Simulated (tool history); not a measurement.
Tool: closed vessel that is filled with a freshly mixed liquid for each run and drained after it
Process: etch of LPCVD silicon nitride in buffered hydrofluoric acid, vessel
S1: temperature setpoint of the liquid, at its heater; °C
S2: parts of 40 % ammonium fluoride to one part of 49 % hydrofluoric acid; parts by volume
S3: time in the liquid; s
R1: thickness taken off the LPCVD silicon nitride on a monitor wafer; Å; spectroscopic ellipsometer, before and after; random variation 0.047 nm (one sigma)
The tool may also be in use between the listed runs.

run  hour    S1  S2   S3      R1
  1   0.0  25.0   8  950  167.25
  2   7.6  25.0   6  950  221.80
  3  12.4  23.5   6  950  204.30
  4  16.0  25.0   6  950  221.08
  5  16.7  23.5   6  950  202.54
  6  20.5  22.5   6  950  192.91
  7  21.9  21.5   6  950  182.87
  8  22.7  20.5   6  950  172.30
  9  23.3  20.0   6  950  168.11

Run 10 comes next. What will it give?
 10  24.2  19.5   6  950   ?

Run 10 gave R1 162.76 Å.

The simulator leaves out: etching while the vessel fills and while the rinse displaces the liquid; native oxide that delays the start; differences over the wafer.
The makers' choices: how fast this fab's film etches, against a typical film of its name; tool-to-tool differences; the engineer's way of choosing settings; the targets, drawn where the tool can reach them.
